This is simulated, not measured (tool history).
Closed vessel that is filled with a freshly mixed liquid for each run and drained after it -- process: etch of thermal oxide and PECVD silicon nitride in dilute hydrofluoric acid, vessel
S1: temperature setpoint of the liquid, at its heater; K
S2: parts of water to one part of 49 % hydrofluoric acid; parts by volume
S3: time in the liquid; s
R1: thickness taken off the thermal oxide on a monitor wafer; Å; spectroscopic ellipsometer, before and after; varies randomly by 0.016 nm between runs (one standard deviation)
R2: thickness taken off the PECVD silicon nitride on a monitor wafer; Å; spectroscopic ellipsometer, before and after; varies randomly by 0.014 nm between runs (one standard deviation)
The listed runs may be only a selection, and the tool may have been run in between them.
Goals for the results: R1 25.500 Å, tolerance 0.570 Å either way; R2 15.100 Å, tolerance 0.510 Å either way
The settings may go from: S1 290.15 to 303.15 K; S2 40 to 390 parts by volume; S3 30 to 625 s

run  hour      S1   S2   S3      R1      R2
  1   0.0  295.15  215  320  54.166  35.031
  2   1.5  294.15  230  315  47.601  30.216
  3  10.9  293.65  245  310  42.218  26.724
  4  19.6  293.15  255  310  39.532  25.267
  5  26.9  293.15  255  370  47.585  30.065
  6  35.6  292.65  270  365  42.276  26.928
  7  39.6  292.15  280  355  38.976  24.868
  8  45.5  291.65  285  345  36.424  23.118
  9  53.9  291.15  290  335  33.701  21.009
 10  60.5  291.15  295  330  32.921  20.795
 11  67.6  291.15  300  320  30.779  19.380

Which one of the following 5 next-run settings gets every result inside its allowed miss? There is exactly one.
  A  74.7  290.15  285  275   ?   ?
  B  74.7  290.15  235  190   ?   ?
  C  74.7  290.15  300  295   ?   ?
  D  74.7  292.65  305  245   ?   ?
  E  74.7  291.15  240  200   ?   ?

move      R1      R2
   A  27.173  16.685
   B  23.774  13.853
   C  27.345  17.047
   D  24.414  16.378
   E  25.362  15.272
A: moves toward the targets from the last run without getting all of them in spec
B: takes the biggest miss from the last run beyond its target
C: moves toward the targets from the last run without getting all of them in spec
D: takes the biggest miss from the last run beyond its target
E: every result lands within tolerance
So the answer is move E, the one that meets all the targets.
